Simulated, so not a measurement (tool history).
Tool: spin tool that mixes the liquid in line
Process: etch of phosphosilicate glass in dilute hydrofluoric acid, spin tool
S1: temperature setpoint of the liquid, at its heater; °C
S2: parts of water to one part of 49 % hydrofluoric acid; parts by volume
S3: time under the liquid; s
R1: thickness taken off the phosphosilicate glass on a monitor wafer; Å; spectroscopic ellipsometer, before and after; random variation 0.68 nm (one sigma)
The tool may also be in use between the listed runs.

{"run": 1, "hour": 0.0, "S1": 25, "S2": 90, "S3": 45, "R1": 478.95}
{"run": 2, "hour": 3.9, "S1": 26, "S2": 80, "S3": 45, "R1": 564.93}
{"run": 3, "hour": 10.4, "S1": 26, "S2": 80, "S3": 45, "R1": 564.61}
{"run": 4, "hour": 12.3, "S1": 26, "S2": 80, "S3": 45, "R1": 565.82}
{"run": 5, "hour": 16.9, "S1": 26, "S2": 80, "S3": 50, "R1": 629.92}
{"run": 6, "hour": 25.6, "S1": 26, "S2": 80, "S3": 45, "R1": 560.49}
{"run": 7, "hour": 30.9, "S1": 27, "S2": 75, "S3": 45, "R1": 633.02}

The next listed run, before its measurement:
{"run": 8, "hour": 32.6, "S1": 28, "S2": 70, "S3": 45, "R1": "?"}

Run 8 gave R1 707.54 Å.

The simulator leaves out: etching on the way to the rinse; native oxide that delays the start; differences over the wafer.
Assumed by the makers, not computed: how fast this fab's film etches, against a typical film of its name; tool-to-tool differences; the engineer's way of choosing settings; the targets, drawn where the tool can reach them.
